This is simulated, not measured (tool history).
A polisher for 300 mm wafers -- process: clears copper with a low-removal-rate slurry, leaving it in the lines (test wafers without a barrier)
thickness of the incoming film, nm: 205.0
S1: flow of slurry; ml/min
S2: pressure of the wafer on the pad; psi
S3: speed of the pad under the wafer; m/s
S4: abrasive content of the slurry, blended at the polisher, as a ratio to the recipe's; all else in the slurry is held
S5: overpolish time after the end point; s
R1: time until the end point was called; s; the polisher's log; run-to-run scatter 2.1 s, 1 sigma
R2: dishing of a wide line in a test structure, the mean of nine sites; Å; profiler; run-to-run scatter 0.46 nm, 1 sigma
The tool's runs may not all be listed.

| run | hour | S1 | S2 | S3 | S4 | S5 | R1 | R2 |
|---|---|---|---|---|---|---|---|---|
| 1 | 0 | 285 | 2 | 0.9 | 1 | 29 | 140.65 | 284.21 |
| 2 | 0.7 | 285 | 2.1 | 0.9 | 1 | 31 | 139.8 | 309.67 |
| 3 | 8 | 285 | 1.9 | 0.9 | 1 | 31 | 143.55 | 292.91 |
| 4 | 16.1 | 215 | 1.9 | 0.9 | 1 | 31 | 152.11 | 282.3 |
| 5 | 19.5 | 170 | 1.9 | 0.9 | 1 | 31 | 155.37 | 268.17 |
| 6 | 27.2 | 170 | 1.4 | 0.9 | 1 | 31 | 188.56 | 229.37 |

Run 7 comes next. What will it give?
| 7 | 35.6 | 175 | 1.7 | 0.9 | 1 | 33 | ? | ? |

R1: 160.98 s
R2: 268.79 Å
